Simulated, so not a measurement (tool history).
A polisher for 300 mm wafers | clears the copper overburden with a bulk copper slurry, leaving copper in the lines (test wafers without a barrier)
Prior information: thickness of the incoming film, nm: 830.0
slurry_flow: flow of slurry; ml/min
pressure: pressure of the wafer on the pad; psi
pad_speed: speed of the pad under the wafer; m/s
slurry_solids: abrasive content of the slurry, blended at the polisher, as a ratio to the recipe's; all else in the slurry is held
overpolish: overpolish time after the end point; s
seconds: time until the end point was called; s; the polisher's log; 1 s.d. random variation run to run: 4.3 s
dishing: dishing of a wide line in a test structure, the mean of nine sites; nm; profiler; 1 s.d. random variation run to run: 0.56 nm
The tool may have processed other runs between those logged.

run	hour	slurry_flow	pressure	pad_speed	slurry_solids	overpolish	seconds	dishing
1	0	175	2.3	0.94	1	10	126.03	44.503
2	2.6	175	2.1	0.9	1	10	146.32	40.557
3	3.5	175	2	0.88	1	10	153.18	38.107
4	7.4	135	2	0.88	1	10	160.21	35.634
5	15.2	135	2.3	0.88	1	10	140.14	40.978
6	20.1	105	2.3	0.88	1	10	145.57	39.223
7	28	105	2.1	0.86	1	11	162.65	38.217
8	30.1	105	2	0.84	1	11	180.1	37.021
9	31.9	105	1.9	0.84	1	11	180.72	35.314

The next listed run, before its measurement:
10	36.8	105	1.8	0.82	1	11	?	?

seconds: 194.39 s
dishing: 32.965 nm
